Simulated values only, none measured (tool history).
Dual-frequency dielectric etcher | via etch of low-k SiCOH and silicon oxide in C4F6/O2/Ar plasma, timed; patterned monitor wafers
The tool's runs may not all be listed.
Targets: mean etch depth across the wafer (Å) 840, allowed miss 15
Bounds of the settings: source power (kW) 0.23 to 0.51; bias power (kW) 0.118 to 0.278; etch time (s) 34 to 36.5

run  hour  source power (kW)  bias power (kW)  etch time (s)  mean etch depth across the wafer (Å)
  1     0               0.37            0.198           36.5                                980.64
  2   3.7               0.37            0.198           36.5                                990.43
  3   9.6               0.34            0.192           36.5                                939.24
  4  15.6               0.34            0.192           36.5                                944.28
  5  21.6               0.34            0.166           36.5                                921.44
  6  26.7               0.39            0.166           36.5                                985.04
  7  27.6               0.32            0.155           36.5                                869.59
  8  33.7               0.29            0.153           36.5                                 823.2

4 next moves are on the table. One of them brings every result within its allowed miss. Which?
  A  39.8               0.32            0.136             34                                     ?
  B  39.8               0.31            0.192           34.5                                     ?
  C  39.8                0.3            0.157             35                                     ?
  D  39.8               0.28            0.178           35.5                                     ?

move  mean etch depth across the wafer (Å)
   A                                790.18
   B                                842.93
   C                                805.24
   D                                 804.4
A: further off than the last run
B: meets every target
C: further off than the last run
D: further off than the last run
The right move is B.
